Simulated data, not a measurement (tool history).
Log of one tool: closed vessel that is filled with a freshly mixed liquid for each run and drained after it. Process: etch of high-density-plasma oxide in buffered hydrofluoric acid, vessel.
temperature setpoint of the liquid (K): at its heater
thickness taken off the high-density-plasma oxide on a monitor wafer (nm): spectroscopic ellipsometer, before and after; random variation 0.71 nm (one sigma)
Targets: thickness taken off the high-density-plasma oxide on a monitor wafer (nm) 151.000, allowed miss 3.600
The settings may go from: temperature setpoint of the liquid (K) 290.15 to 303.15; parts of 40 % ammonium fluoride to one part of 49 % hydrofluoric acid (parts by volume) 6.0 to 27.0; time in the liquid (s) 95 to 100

| run | day | temperature setpoint of the liquid (K) | parts of 40 % ammonium fluoride to one part of 49 % hydrofluoric acid (parts by volume) | time in the liquid (s) | thickness taken off the high-density-plasma oxide on a monitor wafer (nm) |
|---|---|---|---|---|---|
| 1 | 0.000 | 295.15 | 16.5 | 95 | 95.696 |
| 2 | 0.346 | 297.65 | 16.5 | 95 | 108.370 |
| 3 | 0.558 | 299.15 | 16.0 | 95 | 122.570 |
| 4 | 0.821 | 300.15 | 16.0 | 95 | 128.650 |
| 5 | 1.125 | 300.15 | 16.0 | 95 | 128.070 |
| 6 | 1.267 | 297.15 | 16.0 | 95 | 108.760 |
| 7 | 1.350 | 298.65 | 16.0 | 95 | 118.390 |
| 8 | 1.638 | 300.15 | 16.0 | 95 | 128.650 |
| 9 | 1.967 | 301.15 | 16.0 | 95 | 136.860 |
| 10 | 2.254 | 301.65 | 16.0 | 95 | 139.200 |
| 11 | 2.588 | 302.15 | 16.0 | 95 | 143.560 |
| 12 | 2.654 | 302.65 | 16.0 | 95 | 146.960 |

4 next moves are on the table. One of them brings every result within its allowed miss. Which?
| A | 2.721 | 302.65 | 14.5 | 95 | ? |
| B | 2.721 | 301.15 | 14.5 | 100 | ? |
| C | 2.721 | 300.15 | 13.5 | 95 | ? |
| D | 2.721 | 303.15 | 16.0 | 100 | ? |

| move | thickness taken off the high-density-plasma oxide on a monitor wafer (nm) |
|---|---|
| A | 162.310 |
| B | 157.800 |
| C | 152.430 |
| D | 159.280 |
A: takes the result that was furthest off past its target
B: takes the result that was furthest off past its target
C: meets every target
D: takes the result that was furthest off past its target
The right move is C.
